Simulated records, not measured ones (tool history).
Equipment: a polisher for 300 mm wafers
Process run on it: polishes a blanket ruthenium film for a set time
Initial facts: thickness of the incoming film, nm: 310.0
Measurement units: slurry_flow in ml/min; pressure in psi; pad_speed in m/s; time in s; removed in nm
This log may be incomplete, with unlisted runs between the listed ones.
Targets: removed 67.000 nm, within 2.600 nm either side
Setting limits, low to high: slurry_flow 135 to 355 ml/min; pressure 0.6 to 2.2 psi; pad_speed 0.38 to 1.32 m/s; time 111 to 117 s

run  hour  slurry_flow  pressure  pad_speed  time  removed
  1   0.0          225       1.4       0.84   111   77.653
  2   6.7          225       1.3       0.84   111   73.042
  3  13.2          225       1.3       0.84   117   75.657
  4  20.1          225       1.3       0.96   117   85.473
  5  24.3          225       1.6       0.96   117  103.700
  6  30.8          225       1.5       0.96   117   96.970
  7  32.4          225       1.4       0.96   117   92.253
  8  33.5          225       1.4       0.96   117   91.051
  9  40.4          225       1.3       0.96   117   85.693
 10  46.0          225       1.1       0.96   117   73.774

Exercise: of the 4 proposed moves below, exactly one satisfies all targets within the stated allowed misses. Which move is it?
  A  51.6          215       1.7       0.70   117        ?
  B  51.6          270       1.6       0.70   117        ?
  C  51.6          240       1.0       0.96   117        ?
  D  51.6          235       0.9       1.30   117        ?

move  removed
   A   84.725
   B   81.722
   C   67.470
   D   79.953
A: moves away from the targets compared with the last run
B: moves away from the targets compared with the last run
C: all results in spec
D: moves away from the targets compared with the last run
Go with C: it meets all targets.
